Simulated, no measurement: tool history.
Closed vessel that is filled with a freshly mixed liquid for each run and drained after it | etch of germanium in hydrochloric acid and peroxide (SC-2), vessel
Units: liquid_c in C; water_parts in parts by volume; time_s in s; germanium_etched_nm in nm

run	hour	liquid_c	water_parts	time_s	germanium_etched_nm
1	0	45	7	95	213.98
2	9	46.5	7	95	224.81
3	17.7	52.5	7	95	270.59
4	21.4	52.5	8.5	95	267.58
5	23.2	52.5	10.5	95	264.01
6	32.4	52.5	9.5	95	266.59

Run 7 comes next. What will it give?
7	39.8	52	9.5	95	?

germanium_etched_nm: 260.97 nm
